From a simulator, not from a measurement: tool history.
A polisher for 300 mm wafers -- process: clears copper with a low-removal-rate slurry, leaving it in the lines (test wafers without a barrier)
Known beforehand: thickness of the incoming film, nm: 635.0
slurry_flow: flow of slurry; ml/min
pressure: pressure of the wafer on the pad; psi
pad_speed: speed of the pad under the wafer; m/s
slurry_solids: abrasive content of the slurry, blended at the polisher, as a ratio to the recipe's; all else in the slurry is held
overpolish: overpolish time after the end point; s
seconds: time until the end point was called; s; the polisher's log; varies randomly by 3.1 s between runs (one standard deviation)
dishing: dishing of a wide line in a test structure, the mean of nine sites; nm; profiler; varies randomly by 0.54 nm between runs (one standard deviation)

run	hour	slurry_flow	pressure	pad_speed	slurry_solids	overpolish	seconds	dishing
1	0	300	4	1.1	1	25	150.81	65.407
2	2.8	325	4	1.1	1	25	150.59	66.155
3	10.9	360	4	1.1	1	25	150.77	65.633
4	16.2	360	4	1.1	0.9	25	157.15	63.186
5	21.7	360	4	1.32	0.9	25	130.58	72.73
6	30.7	360	3.7	1.32	0.9	20	145.59	57.222

The next listed run, before its measurement:
7	31.7	360	3.6	1.34	0.9	17	?	?

seconds: 148.31 s
dishing: 47.926 nm
